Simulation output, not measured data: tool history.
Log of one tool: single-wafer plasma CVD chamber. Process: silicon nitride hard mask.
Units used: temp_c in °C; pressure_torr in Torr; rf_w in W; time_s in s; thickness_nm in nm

run 1 hour=0.0 | temp_c=400 pressure_torr=1.10 rf_w=335 time_s=61.6 | thickness_nm=66.834
run 2 hour=4.7 | temp_c=400 pressure_torr=1.10 rf_w=365 time_s=61.6 | thickness_nm=70.593
run 3 hour=11.3 | temp_c=400 pressure_torr=1.10 rf_w=340 time_s=61.6 | thickness_nm=67.163
run 4 hour=12.1 | temp_c=400 pressure_torr=0.99 rf_w=340 time_s=61.6 | thickness_nm=64.982
run 5 hour=16.2 | temp_c=400 pressure_torr=0.99 rf_w=340 time_s=63.5 | thickness_nm=67.649
run 6 hour=21.6 | temp_c=400 pressure_torr=0.90 rf_w=335 time_s=63.5 | thickness_nm=63.949
run 7 hour=28.1 | temp_c=400 pressure_torr=0.85 rf_w=335 time_s=63.5 | thickness_nm=62.596
run 8 hour=30.5 | temp_c=400 pressure_torr=0.85 rf_w=335 time_s=63.5 | thickness_nm=62.417
run 9 hour=31.4 | temp_c=400 pressure_torr=0.82 rf_w=335 time_s=63.5 | thickness_nm=61.136
run 10 hour=36.9 | temp_c=400 pressure_torr=0.82 rf_w=335 time_s=63.5 | thickness_nm=61.387
run 11 hour=40.6 | temp_c=400 pressure_torr=0.80 rf_w=335 time_s=63.5 | thickness_nm=60.772

What does the tool deliver on the next run?
run 12 hour=47.6 | temp_c=400 pressure_torr=0.79 rf_w=335 time_s=63.5 | thickness_nm=?

{"run 12": {"thickness_nm": 61.017}}
